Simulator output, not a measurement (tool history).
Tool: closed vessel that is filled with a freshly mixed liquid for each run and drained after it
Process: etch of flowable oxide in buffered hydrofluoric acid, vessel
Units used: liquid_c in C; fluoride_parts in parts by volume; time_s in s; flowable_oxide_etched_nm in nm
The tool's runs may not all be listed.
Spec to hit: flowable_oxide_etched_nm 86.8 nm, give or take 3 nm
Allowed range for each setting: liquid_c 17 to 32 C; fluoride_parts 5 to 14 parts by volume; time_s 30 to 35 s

run,day,liquid_c,fluoride_parts,time_s,flowable_oxide_etched_nm
1,0,25,8.5,35,98.857
2,0.162,25,8.5,35,98.746
3,0.312,24.5,8.5,35,94.999
4,0.4,26,8.5,35,105.14
5,0.708,26,8.5,35,103.96
6,0.888,26,9.5,35,92.469
7,1.158,25.5,9.5,35,91.587
8,1.325,25,9.5,35,90.369

Next run, 5 choices. One meets every target within its allowed miss, the rest don't. Which?
A,1.492,23,8,35,?
B,1.492,25.5,9.5,30,?
C,1.492,25,9,35,?
D,1.492,26,10.5,35,?
E,1.492,24.5,10.5,35,?

move,flowable_oxide_etched_nm
A,95.124
B,79.467
C,93.355
D,87.944
E,81.091
A: lands further from the targets than the last run did
B: pushes the last run's worst result past its target
C: lands further from the targets than the last run did
D: every result lands within tolerance
E: pushes the last run's worst result past its target
Go with D: it meets all targets.
